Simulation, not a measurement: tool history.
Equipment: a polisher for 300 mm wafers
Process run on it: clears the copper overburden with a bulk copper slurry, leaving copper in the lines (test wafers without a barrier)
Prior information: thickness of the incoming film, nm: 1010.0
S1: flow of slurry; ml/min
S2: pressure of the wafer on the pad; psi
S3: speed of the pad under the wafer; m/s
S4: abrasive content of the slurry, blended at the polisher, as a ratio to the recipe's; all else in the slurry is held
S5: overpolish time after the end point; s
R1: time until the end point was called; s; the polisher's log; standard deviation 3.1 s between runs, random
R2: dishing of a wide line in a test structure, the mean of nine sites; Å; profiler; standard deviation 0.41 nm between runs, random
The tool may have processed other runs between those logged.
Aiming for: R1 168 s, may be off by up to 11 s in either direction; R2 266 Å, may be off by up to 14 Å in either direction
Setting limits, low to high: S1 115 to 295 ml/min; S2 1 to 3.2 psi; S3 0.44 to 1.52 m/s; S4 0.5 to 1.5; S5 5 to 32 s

{"run": 1, "hour": 0.0, "S1": 190, "S2": 2.1, "S3": 0.98, "S4": 1, "S5": 16, "R1": 142.75, "R2": 362.01}
{"run": 2, "hour": 3.8, "S1": 190, "S2": 1.7, "S3": 0.98, "S4": 1, "S5": 16, "R1": 179.71, "R2": 336.12}
{"run": 3, "hour": 8.8, "S1": 190, "S2": 1.7, "S3": 1, "S4": 1, "S5": 14, "R1": 175.88, "R2": 314.24}
{"run": 4, "hour": 12.3, "S1": 190, "S2": 1.7, "S3": 1, "S4": 1, "S5": 13, "R1": 177.56, "R2": 304.46}
{"run": 5, "hour": 19.4, "S1": 225, "S2": 1.7, "S3": 1, "S4": 1, "S5": 13, "R1": 171.13, "R2": 310.21}
{"run": 6, "hour": 21.7, "S1": 225, "S2": 1.7, "S3": 1, "S4": 1, "S5": 19, "R1": 169.18, "R2": 346.57}
{"run": 7, "hour": 24.9, "S1": 230, "S2": 1.7, "S3": 1.02, "S4": 1, "S5": 17, "R1": 166.5, "R2": 349.07}
{"run": 8, "hour": 26.3, "S1": 230, "S2": 1.7, "S3": 1.02, "S4": 1, "S5": 15, "R1": 163.26, "R2": 325.93}
{"run": 9, "hour": 30.2, "S1": 230, "S2": 1.7, "S3": 1.02, "S4": 1, "S5": 15, "R1": 164.74, "R2": 329.32}
{"run": 10, "hour": 37.5, "S1": 230, "S2": 1.7, "S3": 1.02, "S4": 1, "S5": 15, "R1": 171.83, "R2": 334.48}
{"run": 11, "hour": 38.4, "S1": 235, "S2": 1.4, "S3": 1.18, "S4": 1.05, "S5": 7, "R1": 168.78, "R2": 212.62}
{"run": 12, "hour": 42.6, "S1": 235, "S2": 1.4, "S3": 1.16, "S4": 1.05, "S5": 7, "R1": 174.78, "R2": 216.08}
{"run": 13, "hour": 50.7, "S1": 235, "S2": 1.4, "S3": 1.14, "S4": 1.05, "S5": 7, "R1": 183.31, "R2": 207.75}
{"run": 14, "hour": 54.2, "S1": 235, "S2": 1.5, "S3": 1.12, "S4": 1.05, "S5": 7, "R1": 171.32, "R2": 224.12}
{"run": 15, "hour": 56.3, "S1": 235, "S2": 1.5, "S3": 1.1, "S4": 1.05, "S5": 7, "R1": 174.55, "R2": 215.44}
{"run": 16, "hour": 58.5, "S1": 235, "S2": 1.5, "S3": 1.1, "S4": 1, "S5": 7, "R1": 174.15, "R2": 206.73}
{"run": 17, "hour": 64.1, "S1": 235, "S2": 1.5, "S3": 1.08, "S4": 1.05, "S5": 7, "R1": 177.62, "R2": 206.87}

Pick the move, out of 4, that brings all results within their allowed miss; only one does.
{"run": "A", "hour": 69.7, "S1": 265, "S2": 1.8, "S3": 0.74, "S4": 1.15, "S5": 16, "R1": "?", "R2": "?"}
{"run": "B", "hour": 69.7, "S1": 245, "S2": 1.8, "S3": 0.96, "S4": 1.05, "S5": 12, "R1": "?", "R2": "?"}
{"run": "C", "hour": 69.7, "S1": 235, "S2": 1.5, "S3": 1.04, "S4": 0.95, "S5": 9, "R1": "?", "R2": "?"}
{"run": "D", "hour": 69.7, "S1": 255, "S2": 1.5, "S3": 1.1, "S4": 1.2, "S5": 10, "R1": "?", "R2": "?"}

move=A R1=209.49 R2=306.2
move=B R1=167.63 R2=297.54
move=C R1=189.86 R2=236.09
move=D R1=169.11 R2=267.06
A: takes the biggest miss from the last run beyond its target
B: takes the biggest miss from the last run beyond its target
C: better than the last run, though not everything is in spec
D: every result lands within tolerance
Answer: D
